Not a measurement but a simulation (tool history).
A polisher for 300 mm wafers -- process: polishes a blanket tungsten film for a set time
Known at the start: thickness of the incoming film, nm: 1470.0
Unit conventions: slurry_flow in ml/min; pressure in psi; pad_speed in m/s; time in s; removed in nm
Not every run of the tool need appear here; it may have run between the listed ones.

| run | day | slurry_flow | pressure | pad_speed | slurry_solids | time | removed |
|---|---|---|---|---|---|---|---|
| 1 | 0.000 | 160 | 3.0 | 1.34 | 1.0 | 23 | 129.68 |
| 2 | 0.346 | 170 | 3.3 | 1.40 | 1.0 | 23 | 149.57 |
| 3 | 0.617 | 175 | 3.6 | 1.46 | 1.0 | 23 | 168.52 |
| 4 | 0.779 | 180 | 3.8 | 1.54 | 1.0 | 23 | 188.22 |
| 5 | 0.812 | 180 | 3.8 | 1.40 | 1.0 | 23 | 172.70 |
| 6 | 1.142 | 180 | 3.2 | 1.40 | 1.0 | 23 | 148.63 |
| 7 | 1.450 | 190 | 3.5 | 1.46 | 1.0 | 23 | 166.70 |
| 8 | 1.733 | 195 | 3.7 | 1.52 | 1.0 | 23 | 183.18 |
| 9 | 1.883 | 200 | 3.9 | 1.58 | 1.0 | 23 | 200.77 |

The next listed run, before its measurement:
| 10 | 2.238 | 200 | 4.0 | 1.64 | 1.0 | 23 | ? |

Run 10 came out at removed 213.98 nm.
